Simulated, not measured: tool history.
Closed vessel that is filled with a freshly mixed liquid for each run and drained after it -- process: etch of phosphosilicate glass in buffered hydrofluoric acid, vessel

| run | day | temperature setpoint of the liquid (°C) | parts of 40 % ammonium fluoride to one part of 49 % hydrofluoric acid (parts by volume) | time in the liquid (s) | thickness taken off the phosphosilicate glass on a monitor wafer (Å) |
|---|---|---|---|---|---|
| 1 | 0.000 | 22.0 | 14.5 | 30 | 815.06 |
| 2 | 0.350 | 23.0 | 14.5 | 30 | 862.02 |
| 3 | 0.721 | 25.0 | 12.5 | 30 | 1135.70 |
| 4 | 0.954 | 27.5 | 12.5 | 30 | 1279.40 |
| 5 | 1.321 | 30.0 | 12.5 | 30 | 1460.30 |
| 6 | 1.358 | 30.0 | 11.5 | 30 | 1595.90 |
| 7 | 1.488 | 30.0 | 10.5 | 30 | 1748.20 |
| 8 | 1.508 | 30.0 | 10.0 | 30 | 1817.70 |

Run 9 is up next; what results do you expect?
| 9 | 1.875 | 30.0 | 9.5 | 30 | ? |

{"run 9": {"thickness taken off the phosphosilicate glass on a monitor wafer (Å)": 1875.9}}
